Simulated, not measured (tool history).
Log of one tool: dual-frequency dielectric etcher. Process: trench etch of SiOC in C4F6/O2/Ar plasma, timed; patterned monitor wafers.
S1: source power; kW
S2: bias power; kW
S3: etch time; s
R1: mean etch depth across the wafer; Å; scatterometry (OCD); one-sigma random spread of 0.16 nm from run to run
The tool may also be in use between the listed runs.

run	hour	S1	S2	S3	R1
1	0	0.46	0.212	20	477.78
2	1.4	0.44	0.211	20	465.14
3	5.5	0.44	0.211	21	485.81
4	14	0.39	0.211	21	459.2
5	19.9	0.38	0.211	21	453.43
6	28	0.37	0.211	21	442.62

Estimate the outcome of run 7 from the log above:
7	34.2	0.36	0.211	21	?

Run 7 yielded R1 436.65 Å.

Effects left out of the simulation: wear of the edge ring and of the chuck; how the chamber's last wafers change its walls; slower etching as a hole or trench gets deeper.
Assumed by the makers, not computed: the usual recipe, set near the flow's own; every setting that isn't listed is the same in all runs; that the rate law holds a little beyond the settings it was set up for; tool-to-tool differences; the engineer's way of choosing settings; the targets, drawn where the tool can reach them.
